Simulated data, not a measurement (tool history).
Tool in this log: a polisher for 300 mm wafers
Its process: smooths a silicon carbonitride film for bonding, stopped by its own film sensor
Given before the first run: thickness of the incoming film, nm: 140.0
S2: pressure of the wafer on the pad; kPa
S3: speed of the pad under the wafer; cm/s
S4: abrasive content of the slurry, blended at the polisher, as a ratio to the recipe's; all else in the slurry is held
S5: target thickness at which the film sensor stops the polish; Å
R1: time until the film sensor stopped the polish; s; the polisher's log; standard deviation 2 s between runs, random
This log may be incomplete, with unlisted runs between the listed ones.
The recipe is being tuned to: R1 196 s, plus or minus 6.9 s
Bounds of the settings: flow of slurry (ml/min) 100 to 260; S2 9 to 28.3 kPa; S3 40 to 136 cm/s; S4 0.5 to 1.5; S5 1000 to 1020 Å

run 1 hour=0 | flow_of_slurry_(ml/min)=165 S2=18.6 S3=88 S4=1 S5=1020 | R1=109.9
run 2 hour=5.9 | flow_of_slurry_(ml/min)=145 S2=18.6 S3=88 S4=1 S5=1020 | R1=113.39
run 3 hour=12.1 | flow_of_slurry_(ml/min)=140 S2=16.5 S3=88 S4=1 S5=1020 | R1=125.95
run 4 hour=12.9 | flow_of_slurry_(ml/min)=135 S2=14.5 S3=86 S4=1 S5=1020 | R1=144.38
run 5 hour=17.3 | flow_of_slurry_(ml/min)=130 S2=13.1 S3=86 S4=1 S5=1020 | R1=155.1
run 6 hour=25.2 | flow_of_slurry_(ml/min)=130 S2=11.7 S3=86 S4=1 S5=1020 | R1=169.23
run 7 hour=27.8 | flow_of_slurry_(ml/min)=130 S2=11.7 S3=86 S4=1 S5=1020 | R1=167.33
run 8 hour=32 | flow_of_slurry_(ml/min)=130 S2=11 S3=86 S4=1 S5=1020 | R1=175.8
run 9 hour=40.8 | flow_of_slurry_(ml/min)=130 S2=10.3 S3=86 S4=1 S5=1020 | R1=181.41

Which single option among these 5 for the next run brings every result within its allowed miss of target? Just one does.
run A hour=49.6 | flow_of_slurry_(ml/min)=120 S2=9.7 S3=90 S4=1 S5=1010 | R1=?
run B hour=49.6 | flow_of_slurry_(ml/min)=185 S2=17.9 S3=54 S4=1 S5=1020 | R1=?
run C hour=49.6 | flow_of_slurry_(ml/min)=150 S2=15.2 S3=78 S4=0.85 S5=1020 | R1=?
run D hour=49.6 | flow_of_slurry_(ml/min)=150 S2=10.3 S3=80 S4=1.15 S5=1020 | R1=?
run E hour=49.6 | flow_of_slurry_(ml/min)=100 S2=11 S3=76 S4=1 S5=1000 | R1=?

move=A R1=192.56
move=B R1=163.03
move=C R1=156.86
move=D R1=179.84
move=E R1=207.03
A: all results land within tolerance of their targets
B: its largest miss is bigger than the last run's
C: its largest miss is bigger than the last run's
D: its largest miss is bigger than the last run's
E: moves the result that the last run missed by most past its target, out the other side
So the answer is move A, the one that meets all the targets.
